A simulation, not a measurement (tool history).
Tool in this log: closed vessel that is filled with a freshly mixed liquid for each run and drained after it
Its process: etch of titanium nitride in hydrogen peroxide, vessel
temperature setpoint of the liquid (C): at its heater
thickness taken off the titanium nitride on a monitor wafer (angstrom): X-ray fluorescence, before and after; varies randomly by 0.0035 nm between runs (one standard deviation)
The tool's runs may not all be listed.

run    day  temperature setpoint of the liquid (C)  concentration of hydrogen peroxide in the mixed liquid (% by weight)  time in the liquid (s)  thickness taken off the titanium nitride on a monitor wafer (angstrom)
  1  0.000                                    52.0                                                                  15.5                      30                                                                 14.3170
  2  0.158                                    48.0                                                                  15.5                      30                                                                 10.8340
  3  0.338                                    48.0                                                                  13.5                      30                                                                 10.4370
  4  0.462                                    46.5                                                                  13.5                      30                                                                  9.5170
  5  0.542                                    46.5                                                                  13.5                      30                                                                  9.4664
  6  0.567                                    45.5                                                                  13.5                      30                                                                  8.7416

Expected results for the next run?
  7  0.621                                    38.0                                                                  13.5                      30                                                                       ?

For run 7 the tool returned thickness taken off the titanium nitride on a monitor wafer (angstrom) 4.9695.
